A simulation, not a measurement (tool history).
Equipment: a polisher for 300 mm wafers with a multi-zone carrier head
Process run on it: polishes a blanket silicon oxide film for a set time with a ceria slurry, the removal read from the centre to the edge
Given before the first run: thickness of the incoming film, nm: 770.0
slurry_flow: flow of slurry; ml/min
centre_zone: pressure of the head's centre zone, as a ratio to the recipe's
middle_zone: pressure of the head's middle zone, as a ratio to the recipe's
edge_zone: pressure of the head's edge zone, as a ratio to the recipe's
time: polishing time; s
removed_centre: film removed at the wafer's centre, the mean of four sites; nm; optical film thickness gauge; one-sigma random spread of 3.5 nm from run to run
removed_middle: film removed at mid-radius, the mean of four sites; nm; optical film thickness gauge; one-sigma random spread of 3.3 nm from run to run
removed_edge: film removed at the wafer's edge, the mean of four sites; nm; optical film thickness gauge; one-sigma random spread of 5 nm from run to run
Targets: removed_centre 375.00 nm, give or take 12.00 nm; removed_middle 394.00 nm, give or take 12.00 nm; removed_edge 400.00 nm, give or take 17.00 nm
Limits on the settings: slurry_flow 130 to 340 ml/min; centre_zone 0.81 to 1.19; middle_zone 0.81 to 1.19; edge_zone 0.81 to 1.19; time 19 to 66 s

run  hour  slurry_flow  centre_zone  middle_zone  edge_zone  time  removed_centre  removed_middle  removed_edge
  1   0.0          220         1.00         1.00       1.00    42          267.10          261.74        276.10
  2   3.2          220         1.00         1.00       0.92    42          265.29          261.73        263.04
  3  10.9          225         1.00         1.02       0.95    44          280.35          283.86        287.89
  4  16.0          225         1.00         1.02       0.95    53          333.40          333.87        337.38
  5  18.7          235         1.00         1.03       0.97    53          331.46          343.69        337.44
  6  21.1          230         1.00         1.04       0.99    54          342.78          347.77        352.31
  7  23.0          235         1.00         1.05       1.01    54          336.43          352.61        360.84
  8  27.7          240         1.01         1.06       1.02    54          340.54          358.76        363.77
  9  35.5          290         1.06         1.10       1.12    55          371.69          379.38        382.52
 10  43.8          290         1.06         1.10       1.13    55          369.97          382.53        391.85

Which one of the following 5 next-run settings gets every result inside its allowed miss? There is exactly one.
  A  52.1          315         1.03         1.11       1.14    57               ?               ?             ?
  B  52.1          330         1.06         1.19       1.04    54               ?               ?             ?
  C  52.1          340         1.18         1.08       1.19    52               ?               ?             ?
  D  52.1          280         1.07         1.11       1.11    58               ?               ?             ?
  E  52.1          250         1.08         1.04       1.19    55               ?               ?             ?

move  removed_centre  removed_middle  removed_edge
   A          373.39          396.78        410.04
   B          365.65          400.44        371.44
   C          392.87          355.18        384.23
   D          391.07          400.23        408.93
   E          370.61          355.90        399.78
A: all results land within tolerance of their targets
B: the furthest-off result lands on target, but another misses its tolerance
C: the biggest miss grows against the last run
D: the furthest-off result lands on target, but another misses its tolerance
E: the biggest miss grows against the last run
Correct choice: A, which meets every target

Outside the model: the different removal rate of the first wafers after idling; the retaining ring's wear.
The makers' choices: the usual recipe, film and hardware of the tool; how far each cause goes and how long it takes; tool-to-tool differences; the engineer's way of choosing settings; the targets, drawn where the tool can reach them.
